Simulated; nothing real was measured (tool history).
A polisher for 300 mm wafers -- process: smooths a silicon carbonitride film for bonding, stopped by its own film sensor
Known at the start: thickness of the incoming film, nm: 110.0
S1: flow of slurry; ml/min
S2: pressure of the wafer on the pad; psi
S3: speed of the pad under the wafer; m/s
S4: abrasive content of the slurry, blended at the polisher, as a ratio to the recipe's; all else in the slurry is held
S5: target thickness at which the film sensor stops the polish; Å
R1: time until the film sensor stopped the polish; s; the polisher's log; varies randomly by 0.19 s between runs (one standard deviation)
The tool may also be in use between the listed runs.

Run 1, day 0.000: S1 250 ml/min, S2 2.5 psi, S3 1.16 m/s, S4 1.00, S5 970 Å. Result: R1 32.565 s.
Run 2, day 0.179: S1 250 ml/min, S2 2.5 psi, S3 1.28 m/s, S4 1.00, S5 970 Å. Result: R1 30.100 s.
Run 3, day 0.433: S1 250 ml/min, S2 2.6 psi, S3 1.28 m/s, S4 1.00, S5 970 Å. Result: R1 30.070 s.
Run 4, day 0.758: S1 250 ml/min, S2 2.2 psi, S3 1.28 m/s, S4 1.00, S5 970 Å. Result: R1 32.432 s.
Run 5, day 0.821: S1 250 ml/min, S2 2.2 psi, S3 1.28 m/s, S4 0.85, S5 970 Å. Result: R1 36.381 s.
Run 6, day 0.946: S1 250 ml/min, S2 2.2 psi, S3 1.00 m/s, S4 0.85, S5 970 Å. Result: R1 44.124 s.
Run 7, day 1.058: S1 250 ml/min, S2 2.5 psi, S3 1.02 m/s, S4 0.85, S5 970 Å. Result: R1 39.562 s.
Run 8, day 1.217: S1 250 ml/min, S2 2.7 psi, S3 1.04 m/s, S4 0.85, S5 970 Å. Result: R1 37.389 s.
Run 9, day 1.242: S1 265 ml/min, S2 3.4 psi, S3 1.24 m/s, S4 0.85, S5 970 Å. Result: R1 27.303 s.
Run 10, day 1.500: S1 265 ml/min, S2 3.5 psi, S3 1.26 m/s, S4 0.85, S5 970 Å. Result: R1 26.332 s.
Run 11, day 1.575: S1 265 ml/min, S2 3.6 psi, S3 1.26 m/s, S4 0.85, S5 970 Å. Result: R1 25.456 s.
Run 12, day 1.788: S1 265 ml/min, S2 3.6 psi, S3 1.26 m/s, S4 0.85, S5 970 Å. Result: R1 25.750 s.
Run 13, day 1.892: S1 280 ml/min, S2 3.9 psi, S3 1.26 m/s, S4 0.85, S5 970 Å. Result: R1 24.116 s.
Run 14, day 1.929: S1 280 ml/min, S2 3.9 psi, S3 1.26 m/s, S4 0.85, S5 970 Å. Result: R1 24.463 s.

What does the tool deliver on the next run?
Run 15, day 2.038: S1 275 ml/min, S2 3.9 psi, S3 1.26 m/s, S4 0.85, S5 970 Å. Result: R1 ?.

Run 15 produced R1 24.155 s.
